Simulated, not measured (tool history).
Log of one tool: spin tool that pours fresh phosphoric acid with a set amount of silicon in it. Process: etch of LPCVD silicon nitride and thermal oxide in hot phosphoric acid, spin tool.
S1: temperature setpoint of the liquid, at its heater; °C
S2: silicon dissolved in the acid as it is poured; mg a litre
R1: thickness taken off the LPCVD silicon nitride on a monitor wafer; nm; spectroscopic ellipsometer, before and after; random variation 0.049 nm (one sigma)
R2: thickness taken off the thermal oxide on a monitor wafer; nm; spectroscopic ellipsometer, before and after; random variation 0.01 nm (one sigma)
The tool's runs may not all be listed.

{"run": 1, "day": 0.0, "S1": 161, "S2": 23.5, "time under the liquid (s)": 135, "R1": 12.87, "R2": 0.18927}
{"run": 2, "day": 0.196, "S1": 161, "S2": 12.5, "time under the liquid (s)": 135, "R1": 12.989, "R2": 0.22256}
{"run": 3, "day": 0.233, "S1": 161, "S2": 25.5, "time under the liquid (s)": 135, "R1": 12.957, "R2": 0.18027}
{"run": 4, "day": 0.429, "S1": 160.5, "S2": 29, "time under the liquid (s)": 130, "R1": 12.196, "R2": 0.12809}
{"run": 5, "day": 0.717, "S1": 162, "S2": 29, "time under the liquid (s)": 130, "R1": 12.804, "R2": 0.13994}
{"run": 6, "day": 1.042, "S1": 162, "S2": 22, "time under the liquid (s)": 130, "R1": 12.873, "R2": 0.11983}
{"run": 7, "day": 1.288, "S1": 162, "S2": 23, "time under the liquid (s)": 120, "R1": 11.8, "R2": 0.19578}
{"day": 1.467, "done": "heated supply line repaired"}
{"run": 8, "day": 1.467, "S1": 161, "S2": 28, "time under the liquid (s)": 115, "R1": 12.11, "R2": 0.18266}
{"run": 9, "day": 1.821, "S1": 162, "S2": 32, "time under the liquid (s)": 100, "R1": 10.763, "R2": 0.11754}
{"run": 10, "day": 1.967, "S1": 162, "S2": 34.5, "time under the liquid (s)": 95, "R1": 10.245, "R2": 0.10151}

Forecast run 11:
{"run": 11, "day": 2.088, "S1": 162, "S2": 36.5, "time under the liquid (s)": 90, "R1": "?", "R2": "?"}

R1: 9.6601 nm
R2: 0.06614 nm
